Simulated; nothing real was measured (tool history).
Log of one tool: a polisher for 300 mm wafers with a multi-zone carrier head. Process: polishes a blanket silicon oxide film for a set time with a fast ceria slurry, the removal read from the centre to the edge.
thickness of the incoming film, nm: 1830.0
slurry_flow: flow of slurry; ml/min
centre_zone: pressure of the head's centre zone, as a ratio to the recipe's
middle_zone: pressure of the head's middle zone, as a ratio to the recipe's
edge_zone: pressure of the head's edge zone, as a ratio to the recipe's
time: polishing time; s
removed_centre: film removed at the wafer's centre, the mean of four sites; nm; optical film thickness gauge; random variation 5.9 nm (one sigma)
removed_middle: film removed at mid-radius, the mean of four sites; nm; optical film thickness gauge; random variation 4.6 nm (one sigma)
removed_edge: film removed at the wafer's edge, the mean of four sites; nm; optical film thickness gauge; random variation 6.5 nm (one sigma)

| run | hour | slurry_flow | centre_zone | middle_zone | edge_zone | time | removed_centre | removed_middle | removed_edge |
|---|---|---|---|---|---|---|---|---|---|
| 1 | 0 | 155 | 1 | 1 | 1 | 49 | 653.87 | 620.61 | 647.05 |
| 2 | 6.3 | 155 | 1 | 1 | 1 | 61 | 803.06 | 767.11 | 806.01 |
| 3 | 9.5 | 125 | 1 | 1 | 1 | 61 | 754.3 | 740.63 | 762.58 |
| 4 | 10.4 | 155 | 1 | 1 | 1 | 61 | 819.67 | 790.17 | 784.91 |
| 5 | 18.8 | 150 | 0.99 | 0.99 | 0.97 | 57 | 744.34 | 718.04 | 728.62 |
| 6 | 26.6 | 150 | 0.92 | 0.99 | 0.97 | 57 | 698.3 | 696.04 | 715.02 |

Run 7 comes next. What will it give?
| 7 | 29.2 | 145 | 0.91 | 0.97 | 0.95 | 54 | ? | ? | ? |

{"run 7": {"removed_centre": 646.68, "removed_middle": 659, "removed_edge": 671.62}}

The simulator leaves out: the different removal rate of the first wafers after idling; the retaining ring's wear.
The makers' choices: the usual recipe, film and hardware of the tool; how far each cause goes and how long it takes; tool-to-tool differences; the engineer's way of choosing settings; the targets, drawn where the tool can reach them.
